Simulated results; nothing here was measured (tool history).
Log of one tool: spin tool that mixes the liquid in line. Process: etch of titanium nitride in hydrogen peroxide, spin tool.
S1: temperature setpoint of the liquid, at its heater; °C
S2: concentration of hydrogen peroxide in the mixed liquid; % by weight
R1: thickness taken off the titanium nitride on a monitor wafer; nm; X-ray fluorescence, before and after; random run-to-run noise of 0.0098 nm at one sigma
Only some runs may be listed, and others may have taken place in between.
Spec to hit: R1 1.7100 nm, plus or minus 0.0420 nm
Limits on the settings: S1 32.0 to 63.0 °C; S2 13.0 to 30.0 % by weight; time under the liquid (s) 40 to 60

Run 1, hour 0.0: S1 47.0 °C, S2 25.0 % by weight, time under the liquid (s) 60. Result: R1 4.0731 nm.
Run 2, hour 7.6: S1 47.0 °C, S2 21.5 % by weight, time under the liquid (s) 60. Result: R1 4.0014 nm.
Run 3, hour 15.0: S1 43.5 °C, S2 21.5 % by weight, time under the liquid (s) 60. Result: R1 3.0970 nm.
Run 4, hour 22.4: S1 41.0 °C, S2 21.5 % by weight, time under the liquid (s) 60. Result: R1 2.5389 nm.
Run 5, hour 31.0: S1 39.5 °C, S2 21.5 % by weight, time under the liquid (s) 60. Result: R1 2.2635 nm.
Run 6, hour 33.3: S1 39.5 °C, S2 21.5 % by weight, time under the liquid (s) 60. Result: R1 2.2689 nm.
Run 7, hour 37.7: S1 38.5 °C, S2 21.5 % by weight, time under the liquid (s) 60. Result: R1 2.0881 nm.
Run 8, hour 41.9: S1 37.5 °C, S2 21.5 % by weight, time under the liquid (s) 60. Result: R1 1.9257 nm.
Run 9, hour 44.2: S1 37.0 °C, S2 21.5 % by weight, time under the liquid (s) 60. Result: R1 1.8644 nm.
Run 10, hour 48.9: S1 35.5 °C, S2 21.5 % by weight, time under the liquid (s) 60. Result: R1 1.6621 nm.

Consider the 4 candidate settings below. Which is the only one whose results all fall within their allowed miss of target?
Run A, hour 53.6: S1 36.0 °C, S2 21.5 % by weight, time under the liquid (s) 60. Result: R1 ?.
Run B, hour 53.6: S1 36.5 °C, S2 13.5 % by weight, time under the liquid (s) 60. Result: R1 ?.
Run C, hour 53.6: S1 35.0 °C, S2 21.5 % by weight, time under the liquid (s) 60. Result: R1 ?.
Run D, hour 53.6: S1 35.0 °C, S2 24.5 % by weight, time under the liquid (s) 60. Result: R1 ?.

move      R1
   A  1.7176
   B  1.6187
   C  1.5868
   D  1.6324
A: every result within its allowed miss
B: its largest miss is bigger than the last run's
C: its largest miss is bigger than the last run's
D: its largest miss is bigger than the last run's
Move A is the one to make.
